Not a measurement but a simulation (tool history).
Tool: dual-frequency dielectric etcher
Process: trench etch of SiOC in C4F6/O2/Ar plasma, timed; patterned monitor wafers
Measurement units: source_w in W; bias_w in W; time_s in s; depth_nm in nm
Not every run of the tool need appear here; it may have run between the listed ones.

Run 1, hour 0.0: source_w 470 W, bias_w 187 W, time_s 20.5 s. Result: depth_nm 43.039 nm.
Run 2, hour 2.7: source_w 470 W, bias_w 187 W, time_s 20.5 s. Result: depth_nm 42.983 nm.
Run 3, hour 4.9: source_w 470 W, bias_w 201 W, time_s 20.5 s. Result: depth_nm 43.837 nm.
Run 4, hour 11.2: source_w 410 W, bias_w 201 W, time_s 20.5 s. Result: depth_nm 41.525 nm.
Run 5, hour 18.7: source_w 410 W, bias_w 218 W, time_s 20.5 s. Result: depth_nm 42.819 nm.
Run 6, hour 24.1: source_w 460 W, bias_w 218 W, time_s 20.5 s. Result: depth_nm 45.140 nm.
Run 7, hour 31.4: source_w 410 W, bias_w 216 W, time_s 20.5 s. Result: depth_nm 42.942 nm.
Run 8, hour 36.4: source_w 380 W, bias_w 214 W, time_s 20.5 s. Result: depth_nm 41.109 nm.
At hour 45.1: source power generator calibrated.
Run 9, hour 45.1: source_w 360 W, bias_w 213 W, time_s 20.5 s. Result: depth_nm 40.866 nm.

Predict the results of run 10:
Run 10, hour 47.5: source_w 340 W, bias_w 212 W, time_s 20.5 s. Result: depth_nm ?.

depth_nm: 40.153 nm
